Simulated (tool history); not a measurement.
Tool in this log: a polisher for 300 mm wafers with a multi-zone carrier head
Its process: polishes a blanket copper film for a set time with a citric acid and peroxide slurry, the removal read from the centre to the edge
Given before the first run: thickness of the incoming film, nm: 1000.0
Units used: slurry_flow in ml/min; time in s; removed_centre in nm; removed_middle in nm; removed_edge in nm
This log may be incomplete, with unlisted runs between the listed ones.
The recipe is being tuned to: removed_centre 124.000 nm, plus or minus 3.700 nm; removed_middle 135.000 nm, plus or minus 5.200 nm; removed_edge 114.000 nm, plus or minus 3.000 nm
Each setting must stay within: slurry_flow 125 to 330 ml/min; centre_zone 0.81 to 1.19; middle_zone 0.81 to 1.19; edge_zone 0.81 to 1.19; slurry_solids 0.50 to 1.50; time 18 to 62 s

run  hour  slurry_flow  centre_zone  middle_zone  edge_zone  slurry_solids  time  removed_centre  removed_middle  removed_edge
  1   0.0          210         1.00         1.00       1.00           1.00    40          95.892          96.214        96.946
  2   7.2          210         1.00         1.04       1.00           1.00    40          96.287         101.370        97.285
  3  13.6          210         1.00         1.04       1.00           0.85    40          94.870          97.965        94.355
  4  22.5          210         1.00         1.09       1.00           0.85    40          93.681         100.450        93.244
  5  28.7          210         1.06         1.09       1.00           0.85    40          99.069         101.460        94.034
  6  30.0          210         1.06         1.09       1.00           0.80    40         100.720         101.310        93.856
  7  33.9          230         1.08         1.12       1.01           1.00    40         104.860         106.480        97.793
  8  34.8          230         1.08         1.12       1.01           1.00    40         105.810         106.050        97.640
  9  37.6          230         1.07         1.14       0.99           1.10    42         110.920         118.290       102.380

4 next moves are on the table. One of them brings every result within its allowed miss. Which?
  A  40.4          220         1.04         1.19       0.88           1.10    52               ?               ?             ?
  B  40.4          290         1.05         1.16       0.96           1.10    46               ?               ?             ?
  C  40.4          235         1.06         1.04       1.05           1.15    46               ?               ?             ?
  D  40.4          220         1.13         1.15       1.07           1.00    45               ?               ?             ?

move  removed_centre  removed_middle  removed_edge
   A         133.780         149.480       119.930
   B         123.580         133.320       113.050
   C         122.570         119.660       117.210
   D         123.720         123.400       112.050
A: takes the result that was furthest off past its target
B: every result lands within tolerance
C: takes the result that was furthest off past its target
D: puts the biggest miss on target and leaves a different result outside tolerance
B is the move that brings every result within its allowed miss.

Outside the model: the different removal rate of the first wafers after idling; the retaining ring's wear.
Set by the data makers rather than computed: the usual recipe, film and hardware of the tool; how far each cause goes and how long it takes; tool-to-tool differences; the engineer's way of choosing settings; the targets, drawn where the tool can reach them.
